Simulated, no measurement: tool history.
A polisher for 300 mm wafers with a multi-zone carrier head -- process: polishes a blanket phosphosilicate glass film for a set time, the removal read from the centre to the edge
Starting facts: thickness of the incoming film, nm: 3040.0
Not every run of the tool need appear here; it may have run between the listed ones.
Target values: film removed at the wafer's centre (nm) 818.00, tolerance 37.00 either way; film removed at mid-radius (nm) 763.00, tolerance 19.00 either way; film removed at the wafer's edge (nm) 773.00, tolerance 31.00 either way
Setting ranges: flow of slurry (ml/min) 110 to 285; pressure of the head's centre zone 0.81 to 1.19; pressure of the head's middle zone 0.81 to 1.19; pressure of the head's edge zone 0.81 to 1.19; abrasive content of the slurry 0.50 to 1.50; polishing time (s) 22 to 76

| run | hour | flow of slurry (ml/min) | pressure of the head's centre zone | pressure of the head's middle zone | pressure of the head's edge zone | abrasive content of the slurry | polishing time (s) | film removed at the wafer's centre (nm) | film removed at mid-radius (nm) | film removed at the wafer's edge (nm) |
|---|---|---|---|---|---|---|---|---|---|---|
| 1 | 0.0 | 180 | 1.00 | 1.00 | 1.00 | 1.00 | 49 | 450.85 | 460.72 | 442.63 |
| 2 | 7.6 | 190 | 1.03 | 1.01 | 1.05 | 1.15 | 52 | 530.67 | 521.93 | 524.44 |
| 3 | 8.5 | 190 | 1.03 | 1.01 | 1.01 | 1.15 | 52 | 523.58 | 518.55 | 505.51 |
| 4 | 15.9 | 190 | 0.99 | 1.01 | 1.01 | 1.15 | 52 | 506.02 | 514.46 | 496.31 |
| 5 | 23.4 | 200 | 1.05 | 1.05 | 1.06 | 1.25 | 54 | 583.13 | 584.36 | 556.13 |
| 6 | 24.3 | 205 | 1.07 | 1.05 | 1.09 | 1.35 | 56 | 623.40 | 609.46 | 601.90 |
| 7 | 29.7 | 210 | 1.09 | 1.06 | 1.11 | 1.40 | 59 | 687.29 | 659.48 | 634.03 |
| 8 | 37.6 | 210 | 1.09 | 1.05 | 1.13 | 1.45 | 61 | 718.31 | 689.46 | 683.16 |
| 9 | 38.6 | 215 | 1.10 | 1.05 | 1.14 | 1.45 | 62 | 746.28 | 695.60 | 694.89 |

Which single option among these 4 for the next run brings every result within its allowed miss of target? Just one does.
| A | 39.6 | 205 | 1.12 | 1.05 | 1.18 | 1.30 | 71 | ? | ? | ? |
| B | 39.6 | 205 | 1.08 | 0.95 | 1.09 | 1.50 | 56 | ? | ? | ? |
| C | 39.6 | 210 | 0.93 | 1.06 | 1.19 | 1.30 | 68 | ? | ? | ? |
| D | 39.6 | 195 | 1.03 | 1.08 | 1.16 | 1.45 | 60 | ? | ? | ? |

| move | film removed at the wafer's centre (nm) | film removed at mid-radius (nm) | film removed at the wafer's edge (nm) |
|---|---|---|---|
| A | 819.92 | 774.22 | 768.60 |
| B | 654.84 | 603.23 | 618.50 |
| C | 663.81 | 749.16 | 740.28 |
| D | 658.82 | 684.90 | 665.16 |
A: all results land within tolerance of their targets
B: misses by more than the last run did
C: brings the result that was furthest off to its target, and leaves another outside
D: misses by more than the last run did
Correct choice: A, which meets every target

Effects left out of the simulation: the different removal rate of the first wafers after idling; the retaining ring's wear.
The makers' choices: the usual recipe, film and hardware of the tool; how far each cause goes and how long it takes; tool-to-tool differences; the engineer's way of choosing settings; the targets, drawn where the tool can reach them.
